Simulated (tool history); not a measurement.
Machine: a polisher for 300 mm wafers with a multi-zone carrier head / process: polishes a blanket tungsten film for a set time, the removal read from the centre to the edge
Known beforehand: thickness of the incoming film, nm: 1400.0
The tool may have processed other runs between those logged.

run  hour  flow of slurry (ml/min)  pressure of the head's centre zone  pressure of the head's middle zone  pressure of the head's edge zone  abrasive content of the slurry  polishing time (s)  film removed at the wafer's centre (Å)  film removed at mid-radius (Å)  film removed at the wafer's edge (Å)
  1     0                      235                                   1                                   1                                 1                               1                  77                                  2193.1                          2218.1                                2147.4
  2     7                      240                                0.99                                0.99                              1.03                            1.05                  77                                  2175.7                          2215.1                                2224.8
  3   9.9                      250                                0.99                                0.99                              1.06                             1.1                  77                                  2263.3                          2252.6                                2306.9
  4  13.1                      250                                0.99                                0.99                              1.06                             1.1                  61                                    1771                          1799.4                                1839.2
  5    16                      300                                0.99                                0.99                              1.06                             1.1                  61                                  1826.2                          1829.3                                1858.6
  6    21                      300                                0.92                                0.99                              1.06                             1.1                  61                                  1659.5                          1838.4                                1856.2
  7  27.7                      290                                0.92                                0.99                              1.07                            1.15                  64                                  1751.6                          1910.2                                  1973

Run 8 is up next; what results do you expect?
  8  33.1                      280                                0.92                                   1                              1.08                             1.2                  66                                       ?                               ?                                     ?

film removed at the wafer's centre (Å): 1787.6
film removed at mid-radius (Å): 1996.1
film removed at the wafer's edge (Å): 2062.1
